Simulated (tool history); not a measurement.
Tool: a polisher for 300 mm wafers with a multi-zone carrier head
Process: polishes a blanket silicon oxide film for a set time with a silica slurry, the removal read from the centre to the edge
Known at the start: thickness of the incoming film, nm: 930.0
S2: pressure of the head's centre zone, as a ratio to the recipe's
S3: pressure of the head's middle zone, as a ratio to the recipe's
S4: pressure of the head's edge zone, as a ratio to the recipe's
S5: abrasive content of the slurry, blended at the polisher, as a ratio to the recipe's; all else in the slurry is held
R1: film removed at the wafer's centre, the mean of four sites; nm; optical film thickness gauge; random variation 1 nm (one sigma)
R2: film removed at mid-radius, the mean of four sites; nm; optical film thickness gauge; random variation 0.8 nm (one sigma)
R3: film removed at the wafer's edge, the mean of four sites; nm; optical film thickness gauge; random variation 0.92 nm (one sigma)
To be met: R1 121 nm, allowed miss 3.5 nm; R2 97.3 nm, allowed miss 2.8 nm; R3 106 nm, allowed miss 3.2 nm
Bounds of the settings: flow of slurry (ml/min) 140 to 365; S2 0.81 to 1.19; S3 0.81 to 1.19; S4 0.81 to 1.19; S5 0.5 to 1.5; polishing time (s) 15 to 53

Run 1, hour 0: flow of slurry (ml/min) 235, S2 1, S3 1, S4 1, S5 1, polishing time (s) 34. Result: R1 82.337 nm, R2 82.784 nm, R3 80.576 nm.
Run 2, hour 0.9: flow of slurry (ml/min) 250, S2 1.05, S3 0.99, S4 1.05, S5 1.1, polishing time (s) 34. Result: R1 91.882 nm, R2 84.724 nm, R3 85.156 nm.
Run 3, hour 5.3: flow of slurry (ml/min) 250, S2 1.05, S3 1.05, S4 1.05, S5 1.1, polishing time (s) 34. Result: R1 90.17 nm, R2 89.928 nm, R3 87.366 nm.
Run 4, hour 14.1: flow of slurry (ml/min) 255, S2 1.08, S3 1.04, S4 1.09, S5 1.2, polishing time (s) 34. Result: R1 97.697 nm, R2 92.809 nm, R3 90.555 nm.
Run 5, hour 18.6: flow of slurry (ml/min) 255, S2 1.08, S3 1, S4 1.09, S5 1.2, polishing time (s) 34. Result: R1 97.632 nm, R2 88.712 nm, R3 90.609 nm.
Run 6, hour 19.1: flow of slurry (ml/min) 265, S2 1.1, S3 0.99, S4 1.12, S5 1.3, polishing time (s) 34. Result: R1 103.07 nm, R2 92.102 nm, R3 96.183 nm.
Run 7, hour 27.1: flow of slurry (ml/min) 275, S2 1.13, S3 0.99, S4 1.14, S5 1.35, polishing time (s) 34. Result: R1 109.42 nm, R2 92.825 nm, R3 97.381 nm.
Run 8, hour 30.7: flow of slurry (ml/min) 280, S2 1.14, S3 0.98, S4 1.15, S5 1.4, polishing time (s) 34. Result: R1 111.89 nm, R2 94.909 nm, R3 100.84 nm.
Run 9, hour 34.1: flow of slurry (ml/min) 280, S2 1.14, S3 0.98, S4 1.15, S5 1.4, polishing time (s) 34. Result: R1 111.25 nm, R2 96.406 nm, R3 98.259 nm.
Run 10, hour 41.5: flow of slurry (ml/min) 275, S2 1.15, S3 0.96, S4 1.16, S5 1.45, polishing time (s) 34. Result: R1 115.08 nm, R2 95.809 nm, R3 102.04 nm.

Which of these 4 next moves meets every target?
Run A, hour 48.9: flow of slurry (ml/min) 285, S2 1.08, S3 0.97, S4 1.11, S5 1.5, polishing time (s) 33. Result: R1 ?, R2 ?, R3 ?.
Run B, hour 48.9: flow of slurry (ml/min) 325, S2 1.06, S3 0.98, S4 1.15, S5 1.5, polishing time (s) 33. Result: R1 ?, R2 ?, R3 ?.
Run C, hour 48.9: flow of slurry (ml/min) 175, S2 1.13, S3 1.04, S4 1.16, S5 1.4, polishing time (s) 36. Result: R1 ?, R2 ?, R3 ?.
Run D, hour 48.9: flow of slurry (ml/min) 330, S2 1.13, S3 0.9, S4 1.06, S5 1.5, polishing time (s) 36. Result: R1 ?, R2 ?, R3 ?.

move      R1      R2      R3
   A  106.07  95.791  97.674
   B  105.63  97.916  100.13
   C  109.01  100.48  100.16
   D  123.02  99.595  105.84
A: further off than the last run
B: further off than the last run
C: further off than the last run
D: meets every target
Move D is the one to make.
